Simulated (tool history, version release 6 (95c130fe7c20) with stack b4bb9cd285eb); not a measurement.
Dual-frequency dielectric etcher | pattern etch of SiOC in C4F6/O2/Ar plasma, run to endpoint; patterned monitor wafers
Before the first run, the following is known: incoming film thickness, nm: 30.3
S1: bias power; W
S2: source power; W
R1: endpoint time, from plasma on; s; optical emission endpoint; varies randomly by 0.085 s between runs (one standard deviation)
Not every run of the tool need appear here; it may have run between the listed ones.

run	hour	S1	S2	R1
1	0.0	496	380	11.871
2	4.5	496	410	11.424
3	9.4	496	450	11.114
4	12.8	534	460	10.602
5	16.6	484	460	11.074
6	23.6	552	460	10.573
7	30.7	576	470	10.168

What will run 8 give?
8	39.4	588	470	?

Run 8 came out at R1 10.181 s.
